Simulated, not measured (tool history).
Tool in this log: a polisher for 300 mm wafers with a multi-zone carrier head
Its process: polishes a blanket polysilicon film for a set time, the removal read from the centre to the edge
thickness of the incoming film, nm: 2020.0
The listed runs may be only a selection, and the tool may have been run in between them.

run    day  flow of slurry (ml/min)  pressure of the head's centre zone  pressure of the head's middle zone  pressure of the head's edge zone  polishing time (s)  film removed at the wafer's centre (Å)  film removed at mid-radius (Å)  film removed at the wafer's edge (Å)
  1      0                      150                                   1                                   1                                 1                  71                                  2861.9                          3012.5                                2935.8
  2  0.108                      150                                   1                                   1                                 1                  84                                  3453.9                          3589.6                                3435.5
  3  0.133                      160                                   1                                   1                                 1                  84                                  3524.3                            3558                                3464.9
  4  0.267                      160                                   1                                   1                              1.03                  84                                    3383                          3618.4                                3554.1
  5  0.383                      155                                   1                                0.94                              1.02                  72                                  3097.4                          2922.4                                2997.5
  6   0.55                      175                                   1                                0.94                              1.02                  72                                  3098.2                          2932.2                                3057.7
  7  0.638                      175                                0.96                                 0.9                              1.03                  63                                  2599.8                          2509.6                                2708.4
  8  0.733                      175                                0.95                                0.87                              1.04                  58                                  2353.1                            2262                                2532.1

Forecast run 9:
  9  0.888                      165                                0.95                                0.85                              1.04                  55                                       ?                               ?                                     ?

{"run 9": {"film removed at the wafer's centre (Å)": 2208.4, "film removed at mid-radius (Å)": 2090, "film removed at the wafer's edge (Å)": 2417.8}}

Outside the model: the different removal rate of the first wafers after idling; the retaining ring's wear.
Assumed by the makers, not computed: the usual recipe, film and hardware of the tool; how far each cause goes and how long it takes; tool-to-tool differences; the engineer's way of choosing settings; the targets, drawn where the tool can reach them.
